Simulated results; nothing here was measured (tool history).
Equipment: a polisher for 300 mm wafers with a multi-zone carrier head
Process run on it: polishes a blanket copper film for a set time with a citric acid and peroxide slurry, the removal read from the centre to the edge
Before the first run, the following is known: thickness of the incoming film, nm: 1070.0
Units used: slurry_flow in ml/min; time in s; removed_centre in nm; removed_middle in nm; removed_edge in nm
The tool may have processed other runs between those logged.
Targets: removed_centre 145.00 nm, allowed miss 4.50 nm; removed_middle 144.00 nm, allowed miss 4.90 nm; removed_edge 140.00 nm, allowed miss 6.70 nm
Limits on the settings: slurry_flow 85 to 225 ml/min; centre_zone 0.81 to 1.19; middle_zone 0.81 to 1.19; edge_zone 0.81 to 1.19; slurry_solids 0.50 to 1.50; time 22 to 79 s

run,day,slurry_flow,centre_zone,middle_zone,edge_zone,slurry_solids,time,removed_centre,removed_middle,removed_edge
1,0.000,145,1.00,1.00,1.00,1.00,50,237.37,227.41,239.88
2,0.329,165,1.00,1.00,1.00,1.00,50,242.28,236.32,245.23
3,0.638,160,1.00,1.00,0.98,0.95,48,229.88,216.49,230.69
4,0.838,160,1.00,1.00,0.98,1.15,48,238.26,232.17,242.90
5,0.892,160,1.04,1.00,0.98,1.15,48,249.27,225.37,242.86
6,0.992,155,1.03,1.00,0.96,1.10,47,237.81,222.32,231.82
7,1.333,130,0.98,0.90,0.86,0.85,33,147.09,130.80,139.72
8,1.496,130,0.98,0.91,0.86,0.85,33,144.74,131.94,136.76
9,1.854,130,0.98,0.92,0.86,0.85,33,148.09,135.37,139.26

Next run, 5 choices. One meets every target within its allowed miss, the rest don't. Which?
A,2.212,175,1.09,0.94,0.87,0.90,31,?,?,?
B,2.212,165,0.95,0.99,0.85,0.75,34,?,?,?
C,2.212,160,1.02,0.96,0.83,0.85,30,?,?,?
D,2.212,100,1.07,0.88,0.88,0.85,32,?,?,?
E,2.212,135,0.95,0.91,0.83,0.65,35,?,?,?

move,removed_centre,removed_middle,removed_edge
A,159.99,135.35,138.04
B,148.48,146.22,141.73
C,142.72,129.70,127.71
D,146.51,120.74,133.51
E,142.37,131.66,136.19
A: misses by more than the last run did
B: hits every target within its allowed miss
C: misses by more than the last run did
D: misses by more than the last run did
E: misses by more than the last run did
Go with B: it meets all targets.
